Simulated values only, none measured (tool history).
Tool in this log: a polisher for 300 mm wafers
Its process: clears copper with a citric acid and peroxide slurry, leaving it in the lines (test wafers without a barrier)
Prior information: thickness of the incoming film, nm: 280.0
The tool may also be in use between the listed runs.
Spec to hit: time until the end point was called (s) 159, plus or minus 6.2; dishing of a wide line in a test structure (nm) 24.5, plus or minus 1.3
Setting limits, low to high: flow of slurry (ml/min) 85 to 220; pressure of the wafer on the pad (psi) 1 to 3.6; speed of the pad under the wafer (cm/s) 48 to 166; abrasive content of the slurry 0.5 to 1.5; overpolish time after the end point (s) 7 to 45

| run | hour | flow of slurry (ml/min) | pressure of the wafer on the pad (psi) | speed of the pad under the wafer (cm/s) | abrasive content of the slurry | overpolish time after the end point (s) | time until the end point was called (s) | dishing of a wide line in a test structure (nm) |
|---|---|---|---|---|---|---|---|---|
| 1 | 0 | 140 | 2.3 | 106 | 1 | 23 | 139.46 | 31.405 |
| 2 | 3.2 | 140 | 2.3 | 106 | 1.2 | 23 | 136.09 | 32.75 |
| 3 | 5.5 | 135 | 2.2 | 106 | 1.2 | 22 | 140.66 | 28.893 |
| 4 | 8.5 | 130 | 2.1 | 106 | 1.2 | 22 | 148.62 | 29.69 |
| 5 | 11.6 | 130 | 2.1 | 106 | 1.2 | 21 | 145.95 | 27.233 |
| 6 | 17.3 | 130 | 2.6 | 106 | 1.2 | 21 | 122.02 | 32.111 |
| 7 | 18.5 | 125 | 2.4 | 106 | 1.2 | 21 | 133.56 | 30.129 |
| 8 | 22.3 | 120 | 1.9 | 104 | 1.2 | 19 | 164.32 | 22.822 |
| 9 | 28.9 | 125 | 1.9 | 104 | 1.2 | 19 | 160.89 | 23.659 |

4 next moves are on the table. One of them brings every result within its allowed miss. Which?
| A | 35.5 | 125 | 1.9 | 102 | 1.05 | 17 | ? | ? |
| B | 35.5 | 115 | 2.3 | 90 | 1 | 18 | ? | ? |
| C | 35.5 | 135 | 1.8 | 106 | 1.15 | 18 | ? | ? |
| D | 35.5 | 140 | 1.7 | 114 | 1.2 | 20 | ? | ? |

| move | time until the end point was called (s) | dishing of a wide line in a test structure (nm) |
|---|---|---|
| A | 167.38 | 20.103 |
| B | 162.24 | 21.912 |
| C | 164.45 | 21.46 |
| D | 160.5 | 24.019 |
A: its largest miss is bigger than the last run's
B: its largest miss is bigger than the last run's
C: its largest miss is bigger than the last run's
D: in spec on every target
Move D is the one to make.
